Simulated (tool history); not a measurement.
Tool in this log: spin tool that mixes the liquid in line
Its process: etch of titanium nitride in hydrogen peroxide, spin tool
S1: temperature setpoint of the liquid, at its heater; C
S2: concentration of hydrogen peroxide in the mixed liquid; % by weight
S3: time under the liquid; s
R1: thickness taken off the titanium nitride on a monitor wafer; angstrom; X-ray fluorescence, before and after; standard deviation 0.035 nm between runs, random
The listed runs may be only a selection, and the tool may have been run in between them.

run  hour    S1    S2   S3       R1
  1   0.0  51.0  15.5  100   73.263
  2   3.9  54.5  15.5  100   93.781
  3  12.0  52.5  15.5  100   82.421
  4  13.2  51.0  15.5  100   73.665
  5  17.9  50.0  15.5  100   68.567
  6  21.7  55.5  15.5  100  101.710
  7  28.7  53.5  15.5  100   87.474

The next listed run, before its measurement:
  8  30.7  52.0  15.5  100   ?

Run 8 yielded R1 79.535 angstrom.

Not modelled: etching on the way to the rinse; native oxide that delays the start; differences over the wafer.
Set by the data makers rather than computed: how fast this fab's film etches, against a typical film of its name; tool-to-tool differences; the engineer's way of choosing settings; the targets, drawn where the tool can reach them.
